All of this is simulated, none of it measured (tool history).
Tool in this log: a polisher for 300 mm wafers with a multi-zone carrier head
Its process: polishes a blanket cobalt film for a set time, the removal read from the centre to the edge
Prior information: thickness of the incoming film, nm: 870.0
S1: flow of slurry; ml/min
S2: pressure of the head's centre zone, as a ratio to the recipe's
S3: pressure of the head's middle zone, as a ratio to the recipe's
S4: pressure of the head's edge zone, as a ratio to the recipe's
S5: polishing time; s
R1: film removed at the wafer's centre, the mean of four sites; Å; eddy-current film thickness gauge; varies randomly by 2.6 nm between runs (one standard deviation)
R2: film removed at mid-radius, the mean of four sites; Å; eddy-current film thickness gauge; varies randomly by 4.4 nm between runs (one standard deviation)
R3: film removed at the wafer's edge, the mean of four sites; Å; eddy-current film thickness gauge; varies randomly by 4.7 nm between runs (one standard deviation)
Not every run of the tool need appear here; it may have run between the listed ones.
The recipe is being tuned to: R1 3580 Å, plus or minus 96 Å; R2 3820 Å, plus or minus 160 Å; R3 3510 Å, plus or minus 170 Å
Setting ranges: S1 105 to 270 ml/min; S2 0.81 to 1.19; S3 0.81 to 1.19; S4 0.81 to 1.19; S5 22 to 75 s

run 1 hour=0 | S1=175 S2=1 S3=1 S4=1 S5=48 | R1=2509.6 R2=2523.2 R3=2582
run 2 hour=6.3 | S1=175 S2=1 S3=1 S4=1 S5=53 | R1=2790.4 R2=2796 R3=2890.1
run 3 hour=10 | S1=185 S2=1.01 S3=1.03 S4=1.01 S5=54 | R1=2888 R2=2956.5 R3=2876.4
run 4 hour=16.7 | S1=185 S2=1.01 S3=1.03 S4=0.96 S5=54 | R1=2893.1 R2=2892.9 R3=2812
run 5 hour=18.6 | S1=185 S2=1.02 S3=1.04 S4=0.99 S5=55 | R1=2984.5 R2=3018.5 R3=2914.7
run 6 hour=27.3 | S1=185 S2=1.02 S3=1 S4=0.99 S5=55 | R1=2950.6 R2=2842.9 R3=2897.1
run 7 hour=33.6 | S1=180 S2=1.03 S3=1.02 S4=1.01 S5=56 | R1=3019.8 R2=3009.6 R3=2981.6
run 8 hour=38.7 | S1=230 S2=1.12 S3=1.12 S4=1.11 S5=59 | R1=3657.4 R2=3513.6 R3=3347.5
run 9 hour=41.2 | S1=230 S2=1.11 S3=1.13 S4=1.12 S5=59 | R1=3611.9 R2=3628.8 R3=3367.1
run 10 hour=48.4 | S1=230 S2=1.11 S3=1.13 S4=1.13 S5=59 | R1=3575.9 R2=3560.9 R3=3325.3

Which one of the following 4 next-run settings gets every result inside its allowed miss? There is exactly one.
run A hour=55.6 | S1=245 S2=1.15 S3=1.1 S4=1.08 S5=56 | R1=? R2=? R3=?
run B hour=55.6 | S1=220 S2=1.08 S3=1.05 S4=1.13 S5=61 | R1=? R2=? R3=?
run C hour=55.6 | S1=240 S2=1.09 S3=1.19 S4=1.17 S5=60 | R1=? R2=? R3=?
run D hour=55.6 | S1=175 S2=1.01 S3=1.17 S4=1.11 S5=63 | R1=? R2=? R3=?

move=A R1=3558.1 R2=3297 R3=3156.4
move=B R1=3587.6 R2=3410.2 R3=3487.9
move=C R1=3605.2 R2=3772.1 R3=3512.8
move=D R1=3353.8 R2=3753.1 R3=3486.6
A: moves away from the targets compared with the last run
B: moves away from the targets compared with the last run
C: in spec on every target
D: corrects the largest miss of the last run, while another result sits out of spec
Correct choice: C, which meets every target
